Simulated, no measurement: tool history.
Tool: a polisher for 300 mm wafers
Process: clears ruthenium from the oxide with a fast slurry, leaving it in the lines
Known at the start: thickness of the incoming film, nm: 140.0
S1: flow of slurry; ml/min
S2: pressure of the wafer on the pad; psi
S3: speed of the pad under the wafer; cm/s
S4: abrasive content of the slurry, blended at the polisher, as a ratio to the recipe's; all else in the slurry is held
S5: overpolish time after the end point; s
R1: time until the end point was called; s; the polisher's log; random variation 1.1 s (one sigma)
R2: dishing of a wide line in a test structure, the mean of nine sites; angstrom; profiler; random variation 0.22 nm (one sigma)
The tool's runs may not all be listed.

{"run": 1, "day": 0.0, "S1": 190, "S2": 1.8, "S3": 120, "S4": 1, "S5": 14, "R1": 40.517, "R2": 328.03}
{"run": 2, "day": 0.154, "S1": 190, "S2": 1.8, "S3": 120, "S4": 1.2, "S5": 14, "R1": 37.085, "R2": 351.71}
{"run": 3, "day": 0.196, "S1": 190, "S2": 1.6, "S3": 120, "S4": 1.2, "S5": 14, "R1": 41.443, "R2": 317.83}
{"run": 4, "day": 0.525, "S1": 210, "S2": 1.6, "S3": 120, "S4": 1.2, "S5": 14, "R1": 40.653, "R2": 325.7}
{"run": 5, "day": 0.646, "S1": 210, "S2": 1.6, "S3": 120, "S4": 1.2, "S5": 8, "R1": 41.232, "R2": 223.41}
{"run": 6, "day": 1.004, "S1": 210, "S2": 2, "S3": 120, "S4": 1.2, "S5": 8, "R1": 33.188, "R2": 261.54}
{"run": 7, "day": 1.217, "S1": 220, "S2": 1.8, "S3": 114, "S4": 1.2, "S5": 7, "R1": 38.308, "R2": 202.59}
{"run": 8, "day": 1.442, "S1": 220, "S2": 1.7, "S3": 108, "S4": 1.2, "S5": 7, "R1": 42.545, "R2": 194.79}
{"run": 9, "day": 1.683, "S1": 225, "S2": 1.6, "S3": 102, "S4": 1.2, "S5": 7, "R1": 47.111, "R2": 178.81}
{"run": 10, "day": 1.879, "S1": 230, "S2": 1.5, "S3": 98, "S4": 1.2, "S5": 7, "R1": 52.147, "R2": 163.36}
{"run": 11, "day": 1.983, "S1": 230, "S2": 1.4, "S3": 96, "S4": 1.2, "S5": 7, "R1": 56.573, "R2": 147.05}
{"run": 12, "day": 2.25, "S1": 230, "S2": 1.3, "S3": 94, "S4": 1.2, "S5": 7, "R1": 61.599, "R2": 138.97}
{"run": 13, "day": 2.492, "S1": 230, "S2": 1.2, "S3": 94, "S4": 1.2, "S5": 7, "R1": 68.26, "R2": 129.19}
{"run": 14, "day": 2.842, "S1": 225, "S2": 0.8, "S3": 94, "S4": 1.2, "S5": 4, "R1": 100.15, "R2": 54.689}

Run 15 comes next. What will it give?
{"run": 15, "day": 2.958, "S1": 230, "S2": 0.8, "S3": 92, "S4": 1.2, "S5": 4, "R1": "?", "R2": "?"}

R1: 100.69 s
R2: 54.446 angstrom

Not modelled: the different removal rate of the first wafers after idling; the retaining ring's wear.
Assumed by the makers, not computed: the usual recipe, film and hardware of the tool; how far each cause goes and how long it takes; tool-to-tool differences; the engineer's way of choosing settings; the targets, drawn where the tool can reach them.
